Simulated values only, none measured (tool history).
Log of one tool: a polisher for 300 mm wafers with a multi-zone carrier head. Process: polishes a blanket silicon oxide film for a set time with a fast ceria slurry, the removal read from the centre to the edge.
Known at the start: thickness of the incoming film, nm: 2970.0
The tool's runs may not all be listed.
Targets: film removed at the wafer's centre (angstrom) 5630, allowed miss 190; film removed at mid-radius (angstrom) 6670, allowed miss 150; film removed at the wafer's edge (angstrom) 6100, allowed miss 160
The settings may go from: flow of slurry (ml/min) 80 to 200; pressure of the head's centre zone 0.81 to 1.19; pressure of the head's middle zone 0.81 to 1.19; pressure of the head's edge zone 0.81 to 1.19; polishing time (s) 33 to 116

run	day	flow of slurry (ml/min)	pressure of the head's centre zone	pressure of the head's middle zone	pressure of the head's edge zone	polishing time (s)	film removed at the wafer's centre (angstrom)	film removed at mid-radius (angstrom)	film removed at the wafer's edge (angstrom)
1	0	130	1	1	1	74	11257	11486	11707
2	0.208	125	0.98	1.01	0.97	66	9948.9	10302	10181
3	0.229	125	0.98	1.01	1.05	66	9805.8	10345	10591
4	0.379	125	0.98	1.07	1.05	66	9713.7	10615	10635
5	0.65	120	0.95	1.06	1.01	60	8561.6	9615.6	9322.2
6	0.925	120	0.95	1.01	1.01	60	8693.5	9448.6	9333.8
7	1.004	115	0.93	1	0.99	56	7904.1	8551.3	8602.5
8	1.288	110	0.91	1.01	0.96	53	7251.1	8136.5	8055.4
9	1.4	110	0.9	1.02	0.93	50	6728.5	7717.2	7508.9
10	1.642	110	0.9	1.03	0.91	48	6460.5	7505.8	7117.3
11	1.904	105	0.9	1.03	0.89	47	6264.3	7290.3	6880.6
12	2.117	100	0.9	1.03	0.87	46	6108.6	7009.1	6501.5
13	2.262	95	0.89	1.03	0.87	46	5965.9	6993.3	6566.3
14	2.5	90	0.88	1.03	0.81	42	5317.1	6373.8	5776.5
15	2.533	95	0.88	1.03	0.81	42	5394.6	6329.5	5846.9
16	2.583	100	0.88	1.03	0.81	42	5427.5	6372	5887.4
17	2.604	105	0.88	1.04	0.81	42	5422.8	6469.8	5839.6
18	2.842	110	0.88	1.04	0.82	42	5546.2	6589.1	5899.5

Which of these 5 next moves meets every target?
A	3.079	155	0.88	1.03	0.86	41	?	?	?
B	3.079	140	0.93	1.04	0.81	40	?	?	?
C	3.079	125	0.93	1.09	0.81	40	?	?	?
D	3.079	140	0.88	1.1	0.81	40	?	?	?
E	3.079	105	0.93	1.06	0.81	42	?	?	?

move	film removed at the wafer's centre (angstrom)	film removed at mid-radius (angstrom)	film removed at the wafer's edge (angstrom)
A	5749.7	6734.4	6155.4
B	5832.4	6504.4	5786.5
C	5720.5	6550.4	5714.5
D	5517.7	6697.7	5783.8
E	5817.6	6593.2	5886.8
A: meets every target
B: further off than the last run
C: further off than the last run
D: further off than the last run
E: further off than the last run
Answer: A
